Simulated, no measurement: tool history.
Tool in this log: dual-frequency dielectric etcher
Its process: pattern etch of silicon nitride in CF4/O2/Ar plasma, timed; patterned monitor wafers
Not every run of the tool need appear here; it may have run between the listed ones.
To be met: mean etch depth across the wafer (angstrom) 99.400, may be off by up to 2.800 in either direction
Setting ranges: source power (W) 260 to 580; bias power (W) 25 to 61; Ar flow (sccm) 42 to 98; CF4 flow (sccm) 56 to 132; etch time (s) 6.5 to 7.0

| run | hour | source power (W) | bias power (W) | Ar flow (sccm) | CF4 flow (sccm) | etch time (s) | mean etch depth across the wafer (angstrom) |
|---|---|---|---|---|---|---|---|
| 1 | 0.0 | 420 | 43 | 70 | 94 | 7.0 | 114.930 |
| 2 | 5.5 | 420 | 43 | 70 | 83 | 7.0 | 113.940 |
| 3 | 10.8 | 410 | 43 | 70 | 83 | 7.0 | 111.610 |
| 4 | 11.6 | 400 | 43 | 70 | 83 | 7.0 | 109.200 |
| 5 | 14.5 | 400 | 46 | 70 | 83 | 7.0 | 110.520 |
| 6 | 23.1 | 390 | 46 | 70 | 83 | 7.0 | 108.680 |
| 7 | 30.5 | 380 | 46 | 70 | 83 | 7.0 | 106.110 |
| 8 | 36.8 | 370 | 46 | 70 | 83 | 7.0 | 104.020 |

Next run, 4 choices. One meets every target within its allowed miss, the rest don't. Which?
| A | 43.1 | 360 | 42 | 70 | 83 | 7.0 | ? |
| B | 43.1 | 330 | 40 | 66 | 87 | 7.0 | ? |
| C | 43.1 | 360 | 49 | 67 | 70 | 6.5 | ? |
| D | 43.1 | 400 | 57 | 91 | 71 | 7.0 | ? |

| move | mean etch depth across the wafer (angstrom) |
|---|---|
| A | 100.260 |
| B | 93.538 |
| C | 95.238 |
| D | 111.780 |
A: in spec on every target
B: takes the biggest miss from the last run beyond its target
C: takes the biggest miss from the last run beyond its target
D: further off than the last run
A meets every target.

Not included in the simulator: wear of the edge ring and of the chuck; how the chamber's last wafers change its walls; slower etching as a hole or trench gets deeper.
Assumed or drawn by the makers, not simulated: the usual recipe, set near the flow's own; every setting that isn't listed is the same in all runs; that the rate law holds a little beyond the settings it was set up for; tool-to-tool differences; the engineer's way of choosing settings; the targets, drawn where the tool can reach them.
